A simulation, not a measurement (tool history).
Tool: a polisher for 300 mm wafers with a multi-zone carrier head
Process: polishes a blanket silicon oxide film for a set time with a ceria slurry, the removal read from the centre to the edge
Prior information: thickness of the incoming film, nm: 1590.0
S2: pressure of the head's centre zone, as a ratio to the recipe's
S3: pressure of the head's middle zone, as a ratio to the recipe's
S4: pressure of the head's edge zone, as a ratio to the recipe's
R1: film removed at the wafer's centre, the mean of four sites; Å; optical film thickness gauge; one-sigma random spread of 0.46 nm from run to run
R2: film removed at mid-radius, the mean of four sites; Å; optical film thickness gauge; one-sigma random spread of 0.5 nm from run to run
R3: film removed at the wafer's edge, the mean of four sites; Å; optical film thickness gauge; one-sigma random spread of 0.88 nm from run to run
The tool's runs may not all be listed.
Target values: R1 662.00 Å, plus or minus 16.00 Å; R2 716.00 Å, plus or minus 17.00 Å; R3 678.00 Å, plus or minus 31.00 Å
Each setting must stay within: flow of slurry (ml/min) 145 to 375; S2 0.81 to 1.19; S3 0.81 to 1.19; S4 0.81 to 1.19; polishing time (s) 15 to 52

run 1 day=0.000 | flow_of_slurry_(ml/min)=240 S2=1.00 S3=1.00 S4=1.00 polishing_time_(s)=33 | R1=1342.20 R2=1327.60 R3=1375.40
run 2 day=0.029 | flow_of_slurry_(ml/min)=240 S2=1.04 S3=1.00 S4=1.00 polishing_time_(s)=33 | R1=1383.10 R2=1336.50 R3=1350.40
run 3 day=0.067 | flow_of_slurry_(ml/min)=240 S2=1.11 S3=1.00 S4=1.00 polishing_time_(s)=33 | R1=1480.80 R2=1328.40 R3=1365.70
run 4 day=0.171 | flow_of_slurry_(ml/min)=215 S2=1.05 S3=0.99 S4=0.95 polishing_time_(s)=28 | R1=1179.90 R2=1116.00 R3=1104.10
run 5 day=0.271 | flow_of_slurry_(ml/min)=200 S2=0.99 S3=0.97 S4=0.92 polishing_time_(s)=25 | R1=978.05 R2=980.71 R3=967.46
run 6 day=0.396 | flow_of_slurry_(ml/min)=165 S2=0.99 S3=0.97 S4=0.92 polishing_time_(s)=25 | R1=930.90 R2=936.89 R3=952.33
run 7 day=0.471 | flow_of_slurry_(ml/min)=180 S2=0.96 S3=0.95 S4=0.89 polishing_time_(s)=22 | R1=815.38 R2=821.26 R3=837.71
run 8 day=0.667 | flow_of_slurry_(ml/min)=250 S2=0.88 S3=0.98 S4=0.81 polishing_time_(s)=16 | R1=571.36 R2=650.76 R3=588.92
run 9 day=1.004 | flow_of_slurry_(ml/min)=240 S2=0.98 S3=1.04 S4=0.91 polishing_time_(s)=16 | R1=642.67 R2=662.77 R3=622.65

Next run, 5 choices. One meets every target within its allowed miss, the rest don't. Which?
run A day=1.342 | flow_of_slurry_(ml/min)=280 S2=0.89 S3=1.14 S4=0.91 polishing_time_(s)=17 | R1=? R2=? R3=?
run B day=1.342 | flow_of_slurry_(ml/min)=230 S2=0.82 S3=0.97 S4=0.99 polishing_time_(s)=19 | R1=? R2=? R3=?
run C day=1.342 | flow_of_slurry_(ml/min)=210 S2=0.82 S3=0.99 S4=1.00 polishing_time_(s)=19 | R1=? R2=? R3=?
run D day=1.342 | flow_of_slurry_(ml/min)=260 S2=0.90 S3=1.06 S4=0.81 polishing_time_(s)=18 | R1=? R2=? R3=?
run E day=1.342 | flow_of_slurry_(ml/min)=165 S2=0.91 S3=0.97 S4=0.81 polishing_time_(s)=19 | R1=? R2=? R3=?

move=A R1=625.07 R2=764.32 R3=686.34
move=B R1=626.26 R2=747.80 R3=785.71
move=C R1=617.73 R2=748.71 R3=782.08
move=D R1=663.00 R2=763.35 R3=686.06
move=E R1=656.63 R2=710.14 R3=689.98
A: the result that was furthest off in the last run now lies on the other side of its target
B: the result that was furthest off in the last run now lies on the other side of its target
C: the result that was furthest off in the last run now lies on the other side of its target
D: the result that was furthest off in the last run now lies on the other side of its target
E: meets every target
Answer: E
